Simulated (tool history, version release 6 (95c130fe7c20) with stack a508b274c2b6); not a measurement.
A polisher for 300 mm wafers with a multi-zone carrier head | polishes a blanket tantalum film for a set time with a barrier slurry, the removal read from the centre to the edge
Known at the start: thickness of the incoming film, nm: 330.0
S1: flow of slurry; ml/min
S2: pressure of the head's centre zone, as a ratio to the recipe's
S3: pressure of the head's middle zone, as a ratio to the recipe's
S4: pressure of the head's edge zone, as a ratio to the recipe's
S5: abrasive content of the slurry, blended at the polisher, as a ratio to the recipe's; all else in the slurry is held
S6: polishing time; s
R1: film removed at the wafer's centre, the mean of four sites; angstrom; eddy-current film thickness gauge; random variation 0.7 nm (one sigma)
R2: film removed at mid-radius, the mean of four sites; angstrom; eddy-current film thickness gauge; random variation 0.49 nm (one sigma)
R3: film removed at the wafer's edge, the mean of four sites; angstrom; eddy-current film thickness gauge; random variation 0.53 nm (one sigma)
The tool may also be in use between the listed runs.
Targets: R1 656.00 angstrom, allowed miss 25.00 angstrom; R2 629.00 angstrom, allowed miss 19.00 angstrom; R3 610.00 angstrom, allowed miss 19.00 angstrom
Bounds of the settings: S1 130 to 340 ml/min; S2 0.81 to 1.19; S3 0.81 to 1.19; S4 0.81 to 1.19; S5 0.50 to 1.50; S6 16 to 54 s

{"run": 1, "day": 0.0, "S1": 220, "S2": 1.0, "S3": 1.0, "S4": 1.0, "S5": 1.0, "S6": 35, "R1": 467.43, "R2": 474.25, "R3": 475.16}
{"run": 2, "day": 0.096, "S1": 220, "S2": 1.0, "S3": 1.0, "S4": 1.0, "S5": 0.8, "S6": 35, "R1": 449.25, "R2": 447.53, "R3": 454.95}
{"run": 3, "day": 0.183, "S1": 235, "S2": 1.05, "S3": 1.03, "S4": 1.05, "S5": 1.0, "S6": 36, "R1": 514.0, "R2": 498.21, "R3": 505.79}
{"run": 4, "day": 0.3, "S1": 235, "S2": 1.05, "S3": 1.03, "S4": 0.98, "S5": 1.0, "S6": 36, "R1": 517.81, "R2": 500.91, "R3": 485.83}
{"run": 5, "day": 0.417, "S1": 245, "S2": 1.08, "S3": 1.06, "S4": 1.03, "S5": 1.15, "S6": 36, "R1": 539.25, "R2": 535.23, "R3": 510.28}
{"run": 6, "day": 0.475, "S1": 245, "S2": 1.04, "S3": 1.06, "S4": 1.03, "S5": 1.15, "S6": 36, "R1": 526.42, "R2": 529.8, "R3": 513.65}
{"run": 7, "day": 0.679, "S1": 255, "S2": 1.07, "S3": 1.07, "S4": 1.06, "S5": 1.25, "S6": 37, "R1": 556.62, "R2": 567.98, "R3": 554.05}
{"run": 8, "day": 0.971, "S1": 265, "S2": 1.11, "S3": 1.08, "S4": 1.08, "S5": 1.3, "S6": 37, "R1": 604.19, "R2": 570.25, "R3": 555.03}
{"run": 9, "day": 1.3, "S1": 270, "S2": 1.12, "S3": 1.1, "S4": 1.1, "S5": 1.35, "S6": 37, "R1": 602.37, "R2": 587.12, "R3": 576.87}
{"run": 10, "day": 1.4, "S1": 275, "S2": 1.14, "S3": 1.11, "S4": 1.11, "S5": 1.4, "S6": 37, "R1": 620.89, "R2": 607.24, "R3": 570.17}
{"run": 11, "day": 1.55, "S1": 280, "S2": 1.14, "S3": 1.11, "S4": 1.13, "S5": 1.45, "S6": 37, "R1": 625.72, "R2": 602.88, "R3": 584.61}
{"run": 12, "day": 1.721, "S1": 285, "S2": 1.15, "S3": 1.12, "S4": 1.14, "S5": 1.45, "S6": 37, "R1": 611.72, "R2": 608.16, "R3": 585.12}
{"run": 13, "day": 1.762, "S1": 285, "S2": 1.16, "S3": 1.12, "S4": 1.14, "S5": 1.45, "S6": 37, "R1": 625.47, "R2": 607.06, "R3": 583.76}

Which of these 5 next moves meets every target?
{"run": "A", "day": 1.804, "S1": 300, "S2": 1.1, "S3": 1.17, "S4": 1.08, "S5": 1.5, "S6": 37, "R1": "?", "R2": "?", "R3": "?"}
{"run": "B", "day": 1.804, "S1": 235, "S2": 1.19, "S3": 1.11, "S4": 1.09, "S5": 1.3, "S6": 38, "R1": "?", "R2": "?", "R3": "?"}
{"run": "C", "day": 1.804, "S1": 300, "S2": 1.03, "S3": 1.11, "S4": 1.19, "S5": 1.5, "S6": 37, "R1": "?", "R2": "?", "R3": "?"}
{"run": "D", "day": 1.804, "S1": 275, "S2": 1.1, "S3": 1.02, "S4": 1.18, "S5": 1.45, "S6": 37, "R1": "?", "R2": "?", "R3": "?"}
{"run": "E", "day": 1.804, "S1": 260, "S2": 1.17, "S3": 1.13, "S4": 1.15, "S5": 1.45, "S6": 38, "R1": "?", "R2": "?", "R3": "?"}

move=A R1=606.14 R2=638.95 R3=579.14
move=B R1=634.42 R2=597.35 R3=572.57
move=C R1=571.56 R2=611.01 R3=609.19
move=D R1=596.89 R2=561.11 R3=600.09
move=E R1=644.82 R2=625.18 R3=605.05
A: further off than the last run
B: further off than the last run
C: brings the result that was furthest off to its target, and leaves another outside
D: brings the result that was furthest off to its target, and leaves another outside
E: meets every target
Answer: E
